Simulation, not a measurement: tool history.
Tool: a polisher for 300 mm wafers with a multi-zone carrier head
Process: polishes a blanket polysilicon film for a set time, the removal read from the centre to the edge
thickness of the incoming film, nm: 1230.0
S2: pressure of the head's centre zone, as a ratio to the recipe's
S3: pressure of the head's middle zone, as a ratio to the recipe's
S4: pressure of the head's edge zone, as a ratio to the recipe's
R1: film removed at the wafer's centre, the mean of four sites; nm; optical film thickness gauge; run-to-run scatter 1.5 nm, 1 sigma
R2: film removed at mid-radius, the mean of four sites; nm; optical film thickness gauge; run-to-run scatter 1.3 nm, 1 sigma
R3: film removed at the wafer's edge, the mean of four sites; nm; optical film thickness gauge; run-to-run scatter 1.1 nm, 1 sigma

Run 1, hour 0.0: flow of slurry (ml/min) 130, S2 1.00, S3 1.00, S4 1.00, polishing time (s) 36. Result: R1 197.83 nm, R2 196.11 nm, R3 203.23 nm.
Run 2, hour 4.4: flow of slurry (ml/min) 125, S2 0.98, S3 0.99, S4 1.00, polishing time (s) 35. Result: R1 184.55 nm, R2 188.64 nm, R3 194.09 nm.
Run 3, hour 5.9: flow of slurry (ml/min) 95, S2 0.98, S3 0.99, S4 1.00, polishing time (s) 35. Result: R1 177.57 nm, R2 179.37 nm, R3 188.03 nm.
Run 4, hour 9.0: flow of slurry (ml/min) 95, S2 0.96, S3 0.98, S4 1.00, polishing time (s) 34. Result: R1 166.72 nm, R2 170.13 nm, R3 182.56 nm.
Run 5, hour 9.6: flow of slurry (ml/min) 95, S2 0.94, S3 0.98, S4 0.99, polishing time (s) 34. Result: R1 165.77 nm, R2 170.36 nm, R3 183.34 nm.
Run 6, hour 15.9: flow of slurry (ml/min) 95, S2 0.92, S3 0.98, S4 0.99, polishing time (s) 33. Result: R1 154.03 nm, R2 167.99 nm, R3 178.13 nm.
Run 7, hour 19.1: flow of slurry (ml/min) 95, S2 0.91, S3 0.97, S4 0.98, polishing time (s) 33. Result: R1 155.01 nm, R2 165.34 nm, R3 174.71 nm.
Run 8, hour 21.0: flow of slurry (ml/min) 95, S2 0.90, S3 0.97, S4 0.98, polishing time (s) 33. Result: R1 154.40 nm, R2 163.57 nm, R3 176.68 nm.

Run 9 is up next; what results do you expect?
Run 9, hour 30.0: flow of slurry (ml/min) 95, S2 0.89, S3 0.97, S4 0.98, polishing time (s) 33. Result: R1 ?, R2 ?, R3 ?.

Run 9 gave R1 151.27 nm, R2 164.85 nm, R3 175.33 nm.
